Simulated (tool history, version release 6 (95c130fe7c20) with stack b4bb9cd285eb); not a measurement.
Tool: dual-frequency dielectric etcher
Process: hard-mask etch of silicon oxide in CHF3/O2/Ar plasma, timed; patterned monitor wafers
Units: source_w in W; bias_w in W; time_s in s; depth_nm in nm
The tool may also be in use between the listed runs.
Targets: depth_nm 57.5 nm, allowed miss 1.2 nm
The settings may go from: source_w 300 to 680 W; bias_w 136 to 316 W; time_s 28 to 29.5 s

Run 1, hour 0: source_w 490 W, bias_w 226 W, time_s 28 s. Result: depth_nm 51.453 nm.
Run 2, hour 1.2: source_w 550 W, bias_w 226 W, time_s 28 s. Result: depth_nm 53.449 nm.
Run 3, hour 7.5: source_w 560 W, bias_w 228 W, time_s 28 s. Result: depth_nm 53.147 nm.
Run 4, hour 9.7: source_w 500 W, bias_w 228 W, time_s 28 s. Result: depth_nm 52.051 nm.
Run 5, hour 16.4: source_w 520 W, bias_w 232 W, time_s 28 s. Result: depth_nm 52.341 nm.
Run 6, hour 21.9: source_w 540 W, bias_w 236 W, time_s 28 s. Result: depth_nm 54.118 nm.
Run 7, hour 29.5: source_w 550 W, bias_w 237 W, time_s 28 s. Result: depth_nm 54.02 nm.
Run 8, hour 38.3: source_w 560 W, bias_w 239 W, time_s 28 s. Result: depth_nm 55.316 nm.
Run 9, hour 45.7: source_w 570 W, bias_w 240 W, time_s 28 s. Result: depth_nm 55.891 nm.
Run 10, hour 46.7: source_w 590 W, bias_w 242 W, time_s 28 s. Result: depth_nm 55.707 nm.

5 next moves are on the table. One of them brings every result within its allowed miss. Which?
Run A, hour 47.7: source_w 580 W, bias_w 224 W, time_s 28 s. Result: depth_nm ?.
Run B, hour 47.7: source_w 630 W, bias_w 216 W, time_s 29.5 s. Result: depth_nm ?.
Run C, hour 47.7: source_w 580 W, bias_w 225 W, time_s 28.5 s. Result: depth_nm ?.
Run D, hour 47.7: source_w 640 W, bias_w 242 W, time_s 29.5 s. Result: depth_nm ?.
Run E, hour 47.7: source_w 590 W, bias_w 228 W, time_s 28 s. Result: depth_nm ?.

move  depth_nm
   A    53.824
   B     57.11
   C      54.9
   D    60.501
   E    54.542
A: further off than the last run
B: meets every target
C: further off than the last run
D: takes the result that was furthest off past its target
E: further off than the last run
Move B is the one to make.

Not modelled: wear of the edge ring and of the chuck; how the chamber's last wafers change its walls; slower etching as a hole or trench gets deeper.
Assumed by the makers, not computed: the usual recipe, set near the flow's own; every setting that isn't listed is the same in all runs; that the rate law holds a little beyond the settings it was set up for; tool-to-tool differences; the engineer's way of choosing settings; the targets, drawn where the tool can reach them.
